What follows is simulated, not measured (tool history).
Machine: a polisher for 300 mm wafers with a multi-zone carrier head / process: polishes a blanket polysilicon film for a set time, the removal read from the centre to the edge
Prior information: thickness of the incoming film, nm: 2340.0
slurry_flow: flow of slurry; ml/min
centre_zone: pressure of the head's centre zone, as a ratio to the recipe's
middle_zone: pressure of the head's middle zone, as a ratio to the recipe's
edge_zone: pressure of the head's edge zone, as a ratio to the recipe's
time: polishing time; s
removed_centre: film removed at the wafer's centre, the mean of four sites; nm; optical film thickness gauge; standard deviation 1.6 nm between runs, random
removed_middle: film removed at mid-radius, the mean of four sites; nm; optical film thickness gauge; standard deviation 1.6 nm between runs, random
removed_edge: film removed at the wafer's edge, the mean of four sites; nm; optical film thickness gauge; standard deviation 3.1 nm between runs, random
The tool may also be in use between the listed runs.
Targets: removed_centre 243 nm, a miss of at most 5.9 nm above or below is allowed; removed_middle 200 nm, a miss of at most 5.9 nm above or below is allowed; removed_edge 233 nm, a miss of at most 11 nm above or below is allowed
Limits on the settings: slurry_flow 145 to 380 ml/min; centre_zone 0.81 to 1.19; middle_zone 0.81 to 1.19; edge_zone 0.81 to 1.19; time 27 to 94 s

{"run": 1, "hour": 0.0, "slurry_flow": 245, "centre_zone": 1, "middle_zone": 1, "edge_zone": 1, "time": 60, "removed_centre": 447.13, "removed_middle": 436.09, "removed_edge": 440.31}
{"run": 2, "hour": 5.9, "slurry_flow": 245, "centre_zone": 1, "middle_zone": 0.93, "edge_zone": 1, "time": 60, "removed_centre": 447.01, "removed_middle": 415.85, "removed_edge": 437.84}
{"run": 3, "hour": 14.7, "slurry_flow": 200, "centre_zone": 1, "middle_zone": 0.93, "edge_zone": 1, "time": 60, "removed_centre": 437.69, "removed_middle": 403.72, "removed_edge": 433.72}
{"run": 4, "hour": 23.1, "slurry_flow": 200, "centre_zone": 1, "middle_zone": 0.93, "edge_zone": 0.95, "time": 60, "removed_centre": 434.66, "removed_middle": 403.55, "removed_edge": 411.13}
{"run": 5, "hour": 29.7, "slurry_flow": 190, "centre_zone": 1, "middle_zone": 0.9, "edge_zone": 0.95, "time": 53, "removed_centre": 378.21, "removed_middle": 340.84, "removed_edge": 377.68}
{"run": 6, "hour": 34.8, "slurry_flow": 185, "centre_zone": 1.01, "middle_zone": 0.9, "edge_zone": 0.92, "time": 48, "removed_centre": 347.07, "removed_middle": 302.03, "removed_edge": 323.5}
{"run": 7, "hour": 41.5, "slurry_flow": 180, "centre_zone": 1, "middle_zone": 0.88, "edge_zone": 0.91, "time": 45, "removed_centre": 318.37, "removed_middle": 282.41, "removed_edge": 300.85}
{"run": 8, "hour": 47.3, "slurry_flow": 175, "centre_zone": 1, "middle_zone": 0.87, "edge_zone": 0.91, "time": 42, "removed_centre": 294.36, "removed_middle": 255.8, "removed_edge": 284.59}
{"run": 9, "hour": 50.4, "slurry_flow": 170, "centre_zone": 1, "middle_zone": 0.86, "edge_zone": 0.9, "time": 40, "removed_centre": 281.89, "removed_middle": 239.2, "removed_edge": 261.74}
{"run": 10, "hour": 54.7, "slurry_flow": 165, "centre_zone": 1, "middle_zone": 0.85, "edge_zone": 0.9, "time": 39, "removed_centre": 268.97, "removed_middle": 232.49, "removed_edge": 261.33}
{"run": 11, "hour": 59.8, "slurry_flow": 165, "centre_zone": 1, "middle_zone": 0.84, "edge_zone": 0.9, "time": 38, "removed_centre": 263.75, "removed_middle": 222.42, "removed_edge": 252.66}
{"run": 12, "hour": 61.1, "slurry_flow": 165, "centre_zone": 1, "middle_zone": 0.84, "edge_zone": 0.9, "time": 38, "removed_centre": 265.01, "removed_middle": 223.64, "removed_edge": 251.67}
{"run": 13, "hour": 68.7, "slurry_flow": 160, "centre_zone": 1, "middle_zone": 0.83, "edge_zone": 0.9, "time": 37, "removed_centre": 253.02, "removed_middle": 216.02, "removed_edge": 242.73}
{"run": 14, "hour": 73.7, "slurry_flow": 160, "centre_zone": 1.01, "middle_zone": 0.83, "edge_zone": 0.91, "time": 36, "removed_centre": 250.15, "removed_middle": 209.63, "removed_edge": 240.68}
{"run": 15, "hour": 74.7, "slurry_flow": 155, "centre_zone": 1.01, "middle_zone": 0.81, "edge_zone": 0.9, "time": 34, "removed_centre": 234.06, "removed_middle": 194.07, "removed_edge": 225.15}
{"run": 16, "hour": 77.8, "slurry_flow": 160, "centre_zone": 1.01, "middle_zone": 0.81, "edge_zone": 0.9, "time": 34, "removed_centre": 236.89, "removed_middle": 196.41, "removed_edge": 226.37}

4 next moves are on the table. One of them brings every result within its allowed miss. Which?
{"run": "A", "hour": 80.9, "slurry_flow": 195, "centre_zone": 1.04, "middle_zone": 0.87, "edge_zone": 0.86, "time": 32, "removed_centre": "?", "removed_middle": "?", "removed_edge": "?"}
{"run": "B", "hour": 80.9, "slurry_flow": 150, "centre_zone": 1.01, "middle_zone": 0.83, "edge_zone": 0.93, "time": 34, "removed_centre": "?", "removed_middle": "?", "removed_edge": "?"}
{"run": "C", "hour": 80.9, "slurry_flow": 210, "centre_zone": 1.05, "middle_zone": 0.85, "edge_zone": 1.03, "time": 32, "removed_centre": "?", "removed_middle": "?", "removed_edge": "?"}
{"run": "D", "hour": 80.9, "slurry_flow": 150, "centre_zone": 1.01, "middle_zone": 0.85, "edge_zone": 0.93, "time": 33, "removed_centre": "?", "removed_middle": "?", "removed_edge": "?"}

move=A removed_centre=239.13 removed_middle=201.89 removed_edge=210.09
move=B removed_centre=233.37 removed_middle=195.72 removed_edge=222.73
move=C removed_centre=244.34 removed_middle=200.42 removed_edge=230.77
move=D removed_centre=226.54 removed_middle=193.7 removed_edge=216.12
A: meets the target for the result that was furthest off, but another lies outside its allowed miss
B: moves away from the targets compared with the last run
C: in spec on every target
D: moves away from the targets compared with the last run
C is the move that brings every result within its allowed miss.
